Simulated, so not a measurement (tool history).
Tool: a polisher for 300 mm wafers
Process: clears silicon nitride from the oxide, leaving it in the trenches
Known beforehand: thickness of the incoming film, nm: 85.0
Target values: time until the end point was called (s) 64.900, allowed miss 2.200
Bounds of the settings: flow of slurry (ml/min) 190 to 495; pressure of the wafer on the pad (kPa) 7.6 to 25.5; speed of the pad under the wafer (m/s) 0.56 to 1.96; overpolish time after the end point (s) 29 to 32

run  hour  flow of slurry (ml/min)  pressure of the wafer on the pad (kPa)  speed of the pad under the wafer (m/s)  overpolish time after the end point (s)  time until the end point was called (s)
  1   0.0                      320                                    16.5                                    1.26                                       29                                   83.761
  2   2.9                      320                                    17.9                                    1.26                                       29                                   76.963
  3   8.1                      320                                    18.6                                    1.26                                       29                                   72.723
  4  14.8                      320                                    16.5                                    1.26                                       29                                   84.181
  5  20.1                      320                                    17.9                                    1.26                                       29                                   76.079
  6  21.4                      320                                    18.6                                    1.26                                       29                                   73.181
  7  27.6                      320                                    19.3                                    1.26                                       29                                   71.618
  8  36.2                      320                                    20.0                                    1.26                                       29                                   68.188

Which of these 4 next moves meets every target?
  A  44.8                      350                                    19.3                                    1.28                                       29                                        ?
  B  44.8                      370                                    22.8                                    1.08                                       31                                        ?
  C  44.8                      275                                    17.9                                    1.30                                       32                                        ?
  D  44.8                      365                                    17.9                                    1.48                                       29                                        ?

move  time until the end point was called (s)
   A                                   69.818
   B                                   69.857
   C                                   75.154
   D                                   64.987
A: moves away from the targets compared with the last run
B: moves away from the targets compared with the last run
C: moves away from the targets compared with the last run
D: every result lands within tolerance
Answer: D
